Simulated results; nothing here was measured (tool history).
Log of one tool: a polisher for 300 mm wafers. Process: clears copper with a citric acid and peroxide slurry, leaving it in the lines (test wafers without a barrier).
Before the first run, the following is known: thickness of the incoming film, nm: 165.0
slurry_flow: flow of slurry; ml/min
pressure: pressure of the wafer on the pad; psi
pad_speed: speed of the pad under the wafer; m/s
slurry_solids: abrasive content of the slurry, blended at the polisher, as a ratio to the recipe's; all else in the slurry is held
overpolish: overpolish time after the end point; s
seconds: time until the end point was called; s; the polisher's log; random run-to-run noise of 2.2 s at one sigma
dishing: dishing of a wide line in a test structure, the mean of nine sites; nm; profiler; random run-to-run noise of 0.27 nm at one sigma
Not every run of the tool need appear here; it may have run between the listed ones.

run 1 hour=0 | slurry_flow=230 pressure=3.1 pad_speed=0.86 slurry_solids=1 overpolish=16 | seconds=98.879 dishing=18.566
run 2 hour=0.9 | slurry_flow=225 pressure=2.8 pad_speed=0.86 slurry_solids=1 overpolish=19 | seconds=109.13 dishing=20.685
run 3 hour=4.4 | slurry_flow=225 pressure=2.5 pad_speed=0.86 slurry_solids=1 overpolish=21 | seconds=119.38 dishing=20.408
run 4 hour=11.9 | slurry_flow=225 pressure=2 pad_speed=0.86 slurry_solids=1 overpolish=21 | seconds=135.64 dishing=17.861
run 5 hour=16.1 | slurry_flow=220 pressure=2 pad_speed=0.86 slurry_solids=1 overpolish=22 | seconds=138.15 dishing=18.731
run 6 hour=21.1 | slurry_flow=220 pressure=2 pad_speed=1 slurry_solids=1 overpolish=22 | seconds=117.85 dishing=21.848
run 7 hour=29.2 | slurry_flow=215 pressure=1.8 pad_speed=1 slurry_solids=1 overpolish=23 | seconds=129.43 dishing=20.599
run 8 hour=35 | slurry_flow=215 pressure=1.8 pad_speed=1 slurry_solids=1 overpolish=23 | seconds=129.15 dishing=20.494

Estimate the outcome of run 9 from the log above:
run 9 hour=39.1 | slurry_flow=205 pressure=1.8 pad_speed=1 slurry_solids=1 overpolish=24 | seconds=? dishing=?

{"run 9": {"seconds": 127.97, "dishing": 21.072}}

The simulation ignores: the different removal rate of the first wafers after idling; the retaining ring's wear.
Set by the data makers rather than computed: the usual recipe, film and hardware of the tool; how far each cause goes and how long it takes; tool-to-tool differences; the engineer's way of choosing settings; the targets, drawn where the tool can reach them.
